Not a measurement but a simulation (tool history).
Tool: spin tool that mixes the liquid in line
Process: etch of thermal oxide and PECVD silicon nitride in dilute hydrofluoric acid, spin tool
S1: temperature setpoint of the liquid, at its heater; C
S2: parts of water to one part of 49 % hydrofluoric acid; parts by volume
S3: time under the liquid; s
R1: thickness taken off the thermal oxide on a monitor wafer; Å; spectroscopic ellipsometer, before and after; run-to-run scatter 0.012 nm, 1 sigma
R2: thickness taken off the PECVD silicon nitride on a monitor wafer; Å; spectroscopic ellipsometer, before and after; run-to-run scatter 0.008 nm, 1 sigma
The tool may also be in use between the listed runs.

run	hour	S1	S2	S3	R1	R2
1	0	23	130	180	65.504	28.676
2	3.3	19.5	130	180	57.074	22.535
3	9.6	20	140	180	53.147	21.971
4	16.7	20	160	180	45.586	19.304
5	17.8	18.5	160	180	43.33	17.314
6	21.4	18.5	160	245	58.489	23.471
7	28.6	19	170	240	54.392	22.624

What does the tool deliver on the next run?
8	29.6	19.5	175	235	?	?

{"run 8": {"R1": 52.546, "R2": 22.272}}
